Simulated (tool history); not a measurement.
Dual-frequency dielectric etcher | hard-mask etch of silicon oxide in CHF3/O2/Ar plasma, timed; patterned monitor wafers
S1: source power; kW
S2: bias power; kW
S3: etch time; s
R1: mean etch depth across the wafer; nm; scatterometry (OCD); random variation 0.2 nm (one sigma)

run	hour	S1	S2	S3	R1
1	0	0.75	0.222	12.5	26.721
2	2.5	0.75	0.222	12.5	26.429
3	7.4	0.81	0.231	12.5	27.871
4	12.6	0.81	0.231	11.5	25.865
5	21.1	0.85	0.246	11.5	27.118
# hour 23.4: source power generator calibrated
6	23.4	0.73	0.246	11.5	24.834

Run 7 comes next. What will it give?
7	25.9	0.79	0.253	11.5	?

R1: 25.751 nm
